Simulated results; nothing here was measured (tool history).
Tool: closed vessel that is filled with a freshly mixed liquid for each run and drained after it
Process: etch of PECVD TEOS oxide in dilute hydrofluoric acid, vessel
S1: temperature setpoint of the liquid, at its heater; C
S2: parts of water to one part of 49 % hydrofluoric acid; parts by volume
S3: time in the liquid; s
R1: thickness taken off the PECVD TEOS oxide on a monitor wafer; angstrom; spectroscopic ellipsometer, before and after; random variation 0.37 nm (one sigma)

{"run": 1, "day": 0.0, "S1": 24.0, "S2": 245, "S3": 290, "R1": 261.07}
{"run": 2, "day": 0.038, "S1": 21.5, "S2": 245, "S3": 290, "R1": 238.51}
{"run": 3, "day": 0.367, "S1": 23.0, "S2": 225, "S3": 290, "R1": 277.64}
{"run": 4, "day": 0.558, "S1": 24.5, "S2": 225, "S3": 290, "R1": 296.63}
{"run": 5, "day": 0.712, "S1": 27.5, "S2": 225, "S3": 290, "R1": 329.73}
{"run": 6, "day": 1.058, "S1": 27.5, "S2": 225, "S3": 290, "R1": 325.81}
{"run": 7, "day": 1.112, "S1": 28.0, "S2": 210, "S3": 290, "R1": 364.14}
{"run": 8, "day": 1.304, "S1": 28.5, "S2": 200, "S3": 290, "R1": 392.81}
{"run": 9, "day": 1.45, "S1": 29.0, "S2": 190, "S3": 290, "R1": 424.91}

Forecast run 10:
{"run": 10, "day": 1.754, "S1": 29.5, "S2": 180, "S3": 290, "R1": "?"}

R1: 459.80 angstrom
